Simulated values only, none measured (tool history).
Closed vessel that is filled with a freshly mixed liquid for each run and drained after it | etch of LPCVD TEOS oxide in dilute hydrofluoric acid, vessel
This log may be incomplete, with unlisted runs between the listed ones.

run,hour,temperature setpoint of the liquid (K),parts of water to one part of 49 % hydrofluoric acid (parts by volume),time in the liquid (s),thickness taken off the LPCVD TEOS oxide on a monitor wafer (nm)
1,0.0,296.15,225,1055,81.971
2,6.2,294.65,225,1055,75.710
3,7.6,296.65,220,1055,86.461
4,14.3,298.15,220,1055,88.981
5,20.4,298.15,220,1135,97.626
# hour 27.8: hydrofluoric acid flow meter replaced
6,27.8,298.15,220,1135,111.720
7,33.9,298.65,220,1135,113.800

Run 8, settings as shown, results not yet in. Your forecast:
8,41.5,299.15,220,1135,?

For run 8 the tool returned thickness taken off the LPCVD TEOS oxide on a monitor wafer (nm) 115.900.

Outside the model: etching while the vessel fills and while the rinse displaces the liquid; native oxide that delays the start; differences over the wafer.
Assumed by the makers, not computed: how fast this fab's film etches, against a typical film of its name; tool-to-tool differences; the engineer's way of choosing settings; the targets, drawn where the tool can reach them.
